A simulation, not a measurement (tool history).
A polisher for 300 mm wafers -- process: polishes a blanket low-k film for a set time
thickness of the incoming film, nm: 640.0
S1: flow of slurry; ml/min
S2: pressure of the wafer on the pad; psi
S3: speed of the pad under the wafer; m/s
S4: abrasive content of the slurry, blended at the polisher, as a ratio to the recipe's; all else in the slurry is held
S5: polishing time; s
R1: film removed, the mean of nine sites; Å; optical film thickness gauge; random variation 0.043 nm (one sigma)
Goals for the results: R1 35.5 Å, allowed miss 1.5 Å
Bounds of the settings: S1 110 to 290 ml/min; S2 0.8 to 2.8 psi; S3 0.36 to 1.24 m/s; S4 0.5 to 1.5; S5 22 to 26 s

Run 1, hour 0: S1 185 ml/min, S2 1.8 psi, S3 0.8 m/s, S4 1, S5 26 s. Result: R1 67.264 Å.
Run 2, hour 2.8: S1 185 ml/min, S2 1.7 psi, S3 0.78 m/s, S4 1, S5 26 s. Result: R1 62.254 Å.
Run 3, hour 6.9: S1 185 ml/min, S2 1.7 psi, S3 0.78 m/s, S4 0.9, S5 26 s. Result: R1 61.895 Å.
Run 4, hour 10.2: S1 185 ml/min, S2 1.6 psi, S3 0.78 m/s, S4 0.9, S5 26 s. Result: R1 56.748 Å.
Run 5, hour 12.7: S1 185 ml/min, S2 1.5 psi, S3 0.78 m/s, S4 0.9, S5 26 s. Result: R1 53.526 Å.
At hour 19.5: slurry blender recalibrated.
Run 6, hour 19.5: S1 185 ml/min, S2 1.4 psi, S3 0.78 m/s, S4 0.9, S5 26 s. Result: R1 57.971 Å.
Run 7, hour 28.3: S1 185 ml/min, S2 1.4 psi, S3 0.74 m/s, S4 0.9, S5 26 s. Result: R1 56.064 Å.
Run 8, hour 31.8: S1 185 ml/min, S2 1.3 psi, S3 0.7 m/s, S4 0.85, S5 26 s. Result: R1 48.904 Å.
Run 9, hour 39.7: S1 185 ml/min, S2 1.2 psi, S3 0.68 m/s, S4 0.85, S5 26 s. Result: R1 43.817 Å.
Run 10, hour 44.9: S1 180 ml/min, S2 0.8 psi, S3 0.66 m/s, S4 0.85, S5 26 s. Result: R1 28.548 Å.

Exercise: of the 4 proposed moves below, exactly one satisfies all targets within the stated allowed misses. Which move is it?
Run A, hour 50.1: S1 110 ml/min, S2 0.8 psi, S3 0.6 m/s, S4 0.9, S5 26 s. Result: R1 ?.
Run B, hour 50.1: S1 150 ml/min, S2 0.9 psi, S3 0.78 m/s, S4 0.8, S5 26 s. Result: R1 ?.
Run C, hour 50.1: S1 170 ml/min, S2 0.8 psi, S3 0.48 m/s, S4 0.95, S5 25 s. Result: R1 ?.
Run D, hour 50.1: S1 190 ml/min, S2 0.8 psi, S3 0.54 m/s, S4 0.9, S5 22 s. Result: R1 ?.

move      R1
   A  24.695
   B  35.256
   C  22.308
   D  21.574
A: lands further from the targets than the last run did
B: all results land within tolerance of their targets
C: lands further from the targets than the last run did
D: lands further from the targets than the last run did
The move that meets every target is B.
